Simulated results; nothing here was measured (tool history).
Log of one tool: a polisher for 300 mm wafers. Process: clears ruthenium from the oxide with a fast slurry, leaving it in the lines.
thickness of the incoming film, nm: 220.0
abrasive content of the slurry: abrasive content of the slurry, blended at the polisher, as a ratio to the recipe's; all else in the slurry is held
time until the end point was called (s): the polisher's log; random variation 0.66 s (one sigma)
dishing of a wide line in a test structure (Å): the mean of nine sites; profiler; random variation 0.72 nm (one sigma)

run  hour  flow of slurry (ml/min)  pressure of the wafer on the pad (kPa)  speed of the pad under the wafer (m/s)  abrasive content of the slurry  overpolish time after the end point (s)  time until the end point was called (s)  dishing of a wide line in a test structure (Å)
  1   0.0                      225                                    18.6                                    1.22                             1.0                                       28                                   37.896                                         1168.90
  2   0.9                      225                                    17.9                                    1.22                             1.0                                       26                                   38.574                                         1033.70
  3   6.2                      225                                    15.2                                    1.22                             1.0                                       26                                   45.896                                          941.13
  4  10.2                      225                                    13.1                                    1.22                             1.0                                       26                                   51.576                                          823.02
  5  14.8                      225                                    12.4                                    1.24                             1.0                                       24                                   53.461                                          733.64
  6  18.1                      225                                    12.4                                    1.26                             1.0                                       22                                   52.148                                          698.42
  7  21.9                      225                                    12.4                                    1.28                             1.0                                       21                                   52.791                                          688.70
  8  26.8                      225                                    12.4                                    1.30                             1.0                                       20                                   52.725                                          660.07
  9  33.7                      225                                    12.4                                    1.32                             1.0                                       19                                   50.198                                          638.27
 10  39.7                      225                                    12.4                                    1.32                             1.0                                       18                                   52.935                                          616.02
 11  43.0                      225                                    12.4                                    1.36                             1.0                                       17                                   50.520                                          602.40
 12  51.6                      225                                    12.4                                    1.38                             1.0                                       16                                   49.577                                          566.90

Run 13 comes next. What will it give?
 13  55.8                      225                                    12.4                                    1.38                             1.0                                       15                                        ?                                               ?

Run 13 gave time until the end point was called (s) 49.375, dishing of a wide line in a test structure (Å) 526.39.
